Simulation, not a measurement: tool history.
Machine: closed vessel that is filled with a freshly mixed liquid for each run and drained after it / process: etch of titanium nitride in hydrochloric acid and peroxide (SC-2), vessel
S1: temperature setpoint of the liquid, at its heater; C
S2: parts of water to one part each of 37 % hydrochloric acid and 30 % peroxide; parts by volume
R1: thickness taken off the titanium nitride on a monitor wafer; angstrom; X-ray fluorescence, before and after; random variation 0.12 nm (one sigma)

Run 1, hour 0: S1 58 C, S2 12 parts by volume, time in the liquid (s) 645. Result: R1 117.52 angstrom.
Run 2, hour 8: S1 59 C, S2 12 parts by volume, time in the liquid (s) 645. Result: R1 125.59 angstrom.
Run 3, hour 17.2: S1 59 C, S2 12 parts by volume, time in the liquid (s) 690. Result: R1 133.5 angstrom.
Run 4, hour 22.9: S1 59 C, S2 12 parts by volume, time in the liquid (s) 690. Result: R1 133.57 angstrom.
Run 5, hour 26: S1 59 C, S2 12 parts by volume, time in the liquid (s) 645. Result: R1 125.03 angstrom.
Run 6, hour 35.3: S1 60 C, S2 12 parts by volume, time in the liquid (s) 645. Result: R1 133.08 angstrom.
Run 7, hour 39.4: S1 61 C, S2 12 parts by volume, time in the liquid (s) 645. Result: R1 141.43 angstrom.
Run 8, hour 42.5: S1 61.5 C, S2 12 parts by volume, time in the liquid (s) 645. Result: R1 145.29 angstrom.
Run 9, hour 49.9: S1 62 C, S2 12 parts by volume, time in the liquid (s) 645. Result: R1 150.17 angstrom.

Estimate the outcome of run 10 from the log above:
Run 10, hour 56.6: S1 69 C, S2 12 parts by volume, time in the liquid (s) 645. Result: R1 ?.

R1: 230.25 angstrom

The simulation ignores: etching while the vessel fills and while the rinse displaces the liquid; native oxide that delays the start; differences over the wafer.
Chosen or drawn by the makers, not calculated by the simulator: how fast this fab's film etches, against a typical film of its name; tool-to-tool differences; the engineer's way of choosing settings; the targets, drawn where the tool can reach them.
